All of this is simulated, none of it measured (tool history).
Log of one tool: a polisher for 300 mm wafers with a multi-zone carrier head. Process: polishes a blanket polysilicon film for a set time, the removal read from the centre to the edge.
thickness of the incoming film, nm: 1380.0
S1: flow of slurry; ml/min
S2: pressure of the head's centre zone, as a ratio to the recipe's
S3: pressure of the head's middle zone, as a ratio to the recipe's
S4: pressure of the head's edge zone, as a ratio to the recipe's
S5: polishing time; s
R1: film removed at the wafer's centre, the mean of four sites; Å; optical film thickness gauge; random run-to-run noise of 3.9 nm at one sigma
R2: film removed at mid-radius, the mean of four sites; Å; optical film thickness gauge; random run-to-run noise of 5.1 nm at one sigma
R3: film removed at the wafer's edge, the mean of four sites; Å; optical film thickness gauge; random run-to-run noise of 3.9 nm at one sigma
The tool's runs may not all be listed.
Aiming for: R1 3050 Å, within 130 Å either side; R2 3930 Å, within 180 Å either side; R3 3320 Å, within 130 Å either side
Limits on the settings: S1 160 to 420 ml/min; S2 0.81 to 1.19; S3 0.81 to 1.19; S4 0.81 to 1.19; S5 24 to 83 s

run 1 hour=0 | S1=270 S2=1 S3=1 S4=1 S5=53 | R1=4219.6 R2=4299.4 R3=4322.5
run 2 hour=0.8 | S1=270 S2=1 S3=1 S4=0.96 S5=53 | R1=4119.6 R2=4321.1 R3=4309.3
run 3 hour=5.6 | S1=270 S2=1 S3=1 S4=0.96 S5=62 | R1=4987.8 R2=5062.6 R3=4994.3
run 4 hour=7 | S1=270 S2=1 S3=0.96 S4=0.96 S5=62 | R1=4968.2 R2=4918.5 R3=5006.2
run 5 hour=9.7 | S1=270 S2=0.99 S3=1 S4=0.93 S5=57 | R1=4452.1 R2=4679.3 R3=4485.8
run 6 hour=12 | S1=270 S2=0.97 S3=1.01 S4=0.91 S5=54 | R1=4139.6 R2=4462.3 R3=4277.4
run 7 hour=19.3 | S1=270 S2=0.96 S3=1.04 S4=0.89 S5=51 | R1=3871.5 R2=4277.1 R3=3938.4
run 8 hour=25.9 | S1=265 S2=0.94 S3=1.05 S4=0.88 S5=49 | R1=3599.8 R2=4056.3 R3=3747.9
run 9 hour=29.1 | S1=260 S2=0.92 S3=1.07 S4=0.86 S5=48 | R1=3448 R2=4123.6 R3=3646
run 10 hour=31.6 | S1=250 S2=0.87 S3=1.08 S4=0.81 S5=43 | R1=2942 R2=3657.8 R3=3196.7
run 11 hour=35 | S1=255 S2=0.87 S3=1.09 S4=0.82 S5=43 | R1=2920.9 R2=3729.2 R3=3183.2
run 12 hour=36.8 | S1=260 S2=0.87 S3=1.09 S4=0.83 S5=43 | R1=2922.8 R2=3708.5 R3=3190.8
run 13 hour=39.7 | S1=260 S2=0.87 S3=1.1 S4=0.84 S5=43 | R1=2959.8 R2=3763.7 R3=3242.2

Pick the move, out of 5, that brings all results within their allowed miss; only one does.
run A hour=42.6 | S1=205 S2=0.9 S3=0.99 S4=0.88 S5=45 | R1=? R2=? R3=?
run B hour=42.6 | S1=265 S2=0.94 S3=1.02 S4=0.9 S5=43 | R1=? R2=? R3=?
run C hour=42.6 | S1=165 S2=0.88 S3=1.12 S4=0.81 S5=48 | R1=? R2=? R3=?
run D hour=42.6 | S1=280 S2=0.91 S3=1.19 S4=0.81 S5=41 | R1=? R2=? R3=?
run E hour=42.6 | S1=280 S2=0.92 S3=1.03 S4=0.83 S5=43 | R1=? R2=? R3=?

move=A R1=3058.5 R2=3520.2 R3=3367.6
move=B R1=3180.3 R2=3576.8 R3=3339.6
move=C R1=3048.1 R2=4002.9 R3=3353.5
move=D R1=2959.4 R2=3918.2 R3=3045.6
move=E R1=3134.6 R2=3630.7 R3=3235.4
A: the biggest miss grows against the last run
B: the biggest miss grows against the last run
C: hits every target within its allowed miss
D: gets the furthest-off result to its target, but another result is out of tolerance
E: the biggest miss grows against the last run
C meets every target.
